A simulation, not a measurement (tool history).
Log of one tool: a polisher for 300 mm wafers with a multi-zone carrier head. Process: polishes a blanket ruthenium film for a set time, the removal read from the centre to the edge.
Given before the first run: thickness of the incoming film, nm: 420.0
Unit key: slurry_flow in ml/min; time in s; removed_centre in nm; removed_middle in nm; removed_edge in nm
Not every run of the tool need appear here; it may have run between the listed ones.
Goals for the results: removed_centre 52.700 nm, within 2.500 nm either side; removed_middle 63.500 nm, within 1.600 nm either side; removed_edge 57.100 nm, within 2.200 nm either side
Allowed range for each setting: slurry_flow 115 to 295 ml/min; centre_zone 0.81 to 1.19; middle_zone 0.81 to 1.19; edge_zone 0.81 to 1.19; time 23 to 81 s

run	hour	slurry_flow	centre_zone	middle_zone	edge_zone	time	removed_centre	removed_middle	removed_edge
1	0.0	190	1.00	1.00	1.00	52	63.360	64.896	65.839
2	7.5	185	0.99	1.01	0.98	52	64.957	64.316	65.051
3	15.0	185	0.97	1.03	0.98	51	59.359	64.924	64.376
4	20.4	185	0.97	1.03	0.98	43	51.328	54.737	54.243
5	25.7	185	0.97	1.03	1.04	43	51.813	53.903	55.132
6	30.1	190	0.97	1.04	1.04	43	51.900	54.561	54.022
7	36.6	195	0.96	1.05	1.04	43	51.586	56.492	55.344
8	37.8	200	0.96	1.05	1.04	43	51.770	56.558	54.727
9	40.8	205	0.96	1.05	1.04	43	53.109	56.627	54.765
10	42.6	205	0.95	1.06	1.04	43	51.589	57.349	54.937
11	48.5	210	0.95	1.06	1.04	43	51.501	56.772	55.219
12	51.3	215	0.95	1.07	1.04	43	51.207	56.993	55.619
13	53.6	215	0.95	1.08	1.04	43	51.752	59.240	57.250
14	57.1	220	0.95	1.08	1.02	43	52.941	59.452	56.067

Which single option among these 5 for the next run brings every result within its allowed miss of target? Just one does.
A	60.6	210	0.92	1.13	0.97	45	?	?	?
B	60.6	200	1.02	1.08	0.98	43	?	?	?
C	60.6	255	0.95	1.17	0.92	42	?	?	?
D	60.6	200	0.98	0.93	1.04	45	?	?	?
E	60.6	190	0.96	1.02	1.05	44	?	?	?

move	removed_centre	removed_middle	removed_edge
A	52.684	63.401	57.272
B	55.376	57.812	54.664
C	52.291	62.580	53.450
D	55.604	53.331	58.621
E	52.789	55.893	57.105
A: every result within its allowed miss
B: the biggest miss grows against the last run
C: brings the result that was furthest off to its target, and leaves another outside
D: the biggest miss grows against the last run
E: the biggest miss grows against the last run
So the answer is move A, the one that meets all the targets.
